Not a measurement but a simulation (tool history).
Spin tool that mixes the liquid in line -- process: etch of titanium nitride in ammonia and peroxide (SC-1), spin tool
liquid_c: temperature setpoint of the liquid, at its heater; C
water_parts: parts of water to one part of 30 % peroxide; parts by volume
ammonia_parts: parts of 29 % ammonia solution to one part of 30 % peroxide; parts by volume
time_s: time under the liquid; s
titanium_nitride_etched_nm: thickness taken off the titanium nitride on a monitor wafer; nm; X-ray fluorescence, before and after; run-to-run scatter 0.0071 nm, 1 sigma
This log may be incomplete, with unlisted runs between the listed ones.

{"run": 1, "hour": 0.0, "liquid_c": 63.0, "water_parts": 18.0, "ammonia_parts": 0.85, "time_s": 15, "titanium_nitride_etched_nm": 3.2658}
{"run": 2, "hour": 1.9, "liquid_c": 62.0, "water_parts": 18.0, "ammonia_parts": 0.85, "time_s": 15, "titanium_nitride_etched_nm": 3.0737}
{"run": 3, "hour": 2.5, "liquid_c": 62.0, "water_parts": 18.0, "ammonia_parts": 0.65, "time_s": 15, "titanium_nitride_etched_nm": 2.9301}
{"run": 4, "hour": 7.2, "liquid_c": 61.0, "water_parts": 18.0, "ammonia_parts": 0.65, "time_s": 15, "titanium_nitride_etched_nm": 2.7541}
{"run": 5, "hour": 15.4, "liquid_c": 60.5, "water_parts": 18.0, "ammonia_parts": 0.65, "time_s": 15, "titanium_nitride_etched_nm": 2.6495}
{"run": 6, "hour": 20.9, "liquid_c": 60.5, "water_parts": 18.0, "ammonia_parts": 0.65, "time_s": 15, "titanium_nitride_etched_nm": 2.6727}
{"run": 7, "hour": 23.5, "liquid_c": 60.0, "water_parts": 18.0, "ammonia_parts": 0.65, "time_s": 15, "titanium_nitride_etched_nm": 2.5725}
{"hour": 30.4, "done": "thermometer replaced"}
{"run": 8, "hour": 30.4, "liquid_c": 59.5, "water_parts": 18.0, "ammonia_parts": 0.65, "time_s": 15, "titanium_nitride_etched_nm": 2.1462}

Estimate the outcome of run 9 from the log above:
{"run": 9, "hour": 35.4, "liquid_c": 59.0, "water_parts": 18.0, "ammonia_parts": 0.65, "time_s": 15, "titanium_nitride_etched_nm": "?"}

Run 9 measured titanium_nitride_etched_nm 2.0809 nm.
